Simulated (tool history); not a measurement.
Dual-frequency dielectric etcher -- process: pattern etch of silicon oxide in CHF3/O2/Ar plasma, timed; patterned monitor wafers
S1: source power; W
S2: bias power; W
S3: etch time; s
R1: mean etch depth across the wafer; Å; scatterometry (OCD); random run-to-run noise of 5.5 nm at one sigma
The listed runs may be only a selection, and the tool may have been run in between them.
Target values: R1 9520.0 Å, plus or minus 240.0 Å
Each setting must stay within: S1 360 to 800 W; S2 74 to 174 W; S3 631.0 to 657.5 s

run	hour	S1	S2	S3	R1
1	0.0	580	124	631.0	10582.0
2	0.8	630	124	631.0	11062.0
3	6.8	580	121	631.0	10440.0
4	10.6	580	133	631.0	10836.0
5	13.5	580	133	631.0	10953.0
6	19.5	530	131	631.0	10380.0
7	22.7	500	129	631.0	9868.6
8	31.8	490	129	631.0	9858.7

Next run, 5 choices. One meets every target within its allowed miss, the rest don't. Which?
A	40.9	460	128	631.0	?
B	40.9	510	135	657.5	?
C	40.9	480	140	641.5	?
D	40.9	480	144	643.0	?
E	40.9	490	131	646.0	?

move	R1
A	9474.6
B	10676.0
C	10254.0
D	10407.0
E	10136.0
A: every result lands within tolerance
B: moves away from the targets compared with the last run
C: moves away from the targets compared with the last run
D: moves away from the targets compared with the last run
E: moves away from the targets compared with the last run
A is the move that brings every result within its allowed miss.

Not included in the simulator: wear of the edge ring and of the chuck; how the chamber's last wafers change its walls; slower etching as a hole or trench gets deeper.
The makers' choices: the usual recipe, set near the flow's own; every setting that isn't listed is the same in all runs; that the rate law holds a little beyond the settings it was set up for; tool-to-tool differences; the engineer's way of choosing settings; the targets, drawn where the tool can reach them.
